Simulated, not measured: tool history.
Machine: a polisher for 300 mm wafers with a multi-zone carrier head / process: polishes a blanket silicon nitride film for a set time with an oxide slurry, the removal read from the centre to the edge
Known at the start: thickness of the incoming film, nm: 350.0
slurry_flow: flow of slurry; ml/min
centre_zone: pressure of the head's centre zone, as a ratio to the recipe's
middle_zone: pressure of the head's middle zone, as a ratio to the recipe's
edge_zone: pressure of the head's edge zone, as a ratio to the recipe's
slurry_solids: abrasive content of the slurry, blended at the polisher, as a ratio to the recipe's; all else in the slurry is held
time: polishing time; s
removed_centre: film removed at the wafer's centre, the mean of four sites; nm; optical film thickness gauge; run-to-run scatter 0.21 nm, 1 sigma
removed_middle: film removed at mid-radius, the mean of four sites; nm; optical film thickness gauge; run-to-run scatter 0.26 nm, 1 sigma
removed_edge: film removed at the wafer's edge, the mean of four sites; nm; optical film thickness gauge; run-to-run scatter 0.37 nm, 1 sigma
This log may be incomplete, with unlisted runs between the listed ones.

{"run": 1, "day": 0.0, "slurry_flow": 190, "centre_zone": 1.0, "middle_zone": 1.0, "edge_zone": 1.0, "slurry_solids": 1.0, "time": 41, "removed_centre": 25.174, "removed_middle": 25.879, "removed_edge": 26.625}
{"run": 2, "day": 0.304, "slurry_flow": 190, "centre_zone": 1.0, "middle_zone": 0.93, "edge_zone": 1.0, "slurry_solids": 1.0, "time": 41, "removed_centre": 25.54, "removed_middle": 24.771, "removed_edge": 27.349}
{"run": 3, "day": 0.617, "slurry_flow": 190, "centre_zone": 1.0, "middle_zone": 0.93, "edge_zone": 0.95, "slurry_solids": 1.0, "time": 41, "removed_centre": 25.652, "removed_middle": 24.879, "removed_edge": 25.825}
{"run": 4, "day": 0.696, "slurry_flow": 190, "centre_zone": 1.0, "middle_zone": 0.93, "edge_zone": 0.95, "slurry_solids": 1.15, "time": 41, "removed_centre": 27.306, "removed_middle": 26.702, "removed_edge": 28.145}
{"run": 5, "day": 0.725, "slurry_flow": 190, "centre_zone": 1.0, "middle_zone": 0.99, "edge_zone": 0.95, "slurry_solids": 1.15, "time": 41, "removed_centre": 27.155, "removed_middle": 27.401, "removed_edge": 28.462}
{"day": 0.838, "done": "edge zone pressure recalibrated"}
{"run": 6, "day": 0.838, "slurry_flow": 205, "centre_zone": 1.01, "middle_zone": 1.03, "edge_zone": 0.99, "slurry_solids": 1.2, "time": 41, "removed_centre": 28.471, "removed_middle": 28.872, "removed_edge": 28.908}
{"run": 7, "day": 1.154, "slurry_flow": 200, "centre_zone": 0.99, "middle_zone": 1.04, "edge_zone": 1.02, "slurry_solids": 1.3, "time": 41, "removed_centre": 28.725, "removed_middle": 29.961, "removed_edge": 29.789}

Estimate the outcome of run 8 from the log above:
{"run": 8, "day": 1.458, "slurry_flow": 195, "centre_zone": 0.96, "middle_zone": 1.02, "edge_zone": 1.05, "slurry_solids": 1.35, "time": 42, "removed_centre": "?", "removed_middle": "?", "removed_edge": "?"}

{"run 8": {"removed_centre": 29.247, "removed_middle": 30.808, "removed_edge": 31.445}}
